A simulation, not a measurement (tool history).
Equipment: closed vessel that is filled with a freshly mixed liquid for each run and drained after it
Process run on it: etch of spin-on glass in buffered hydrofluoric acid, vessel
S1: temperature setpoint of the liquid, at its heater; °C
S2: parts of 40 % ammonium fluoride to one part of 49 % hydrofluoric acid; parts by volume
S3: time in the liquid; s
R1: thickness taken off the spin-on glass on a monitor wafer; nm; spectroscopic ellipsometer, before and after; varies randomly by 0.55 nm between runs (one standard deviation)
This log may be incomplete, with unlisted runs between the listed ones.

Run 1, hour 0: S1 20 °C, S2 21 parts by volume, S3 35 s. Result: R1 45.743 nm.
Run 2, hour 3.9: S1 21.5 °C, S2 19.5 parts by volume, S3 35 s. Result: R1 52.705 nm.
Run 3, hour 5.5: S1 22.5 °C, S2 18 parts by volume, S3 35 s. Result: R1 58.39 nm.
Run 4, hour 8.3: S1 22.5 °C, S2 18 parts by volume, S3 35 s. Result: R1 58.612 nm.
At hour 14.6: hydrofluoric acid flow meter replaced.
Run 5, hour 14.6: S1 24 °C, S2 18 parts by volume, S3 35 s. Result: R1 70.625 nm.
Run 6, hour 17: S1 24 °C, S2 18 parts by volume, S3 30 s. Result: R1 60.078 nm.
Run 7, hour 21.1: S1 24.5 °C, S2 16.5 parts by volume, S3 30 s. Result: R1 67.284 nm.

What does the tool deliver on the next run?
Run 8, hour 23.8: S1 25 °C, S2 16 parts by volume, S3 30 s. Result: R1 ?.

Run 8 yielded R1 72.094 nm.
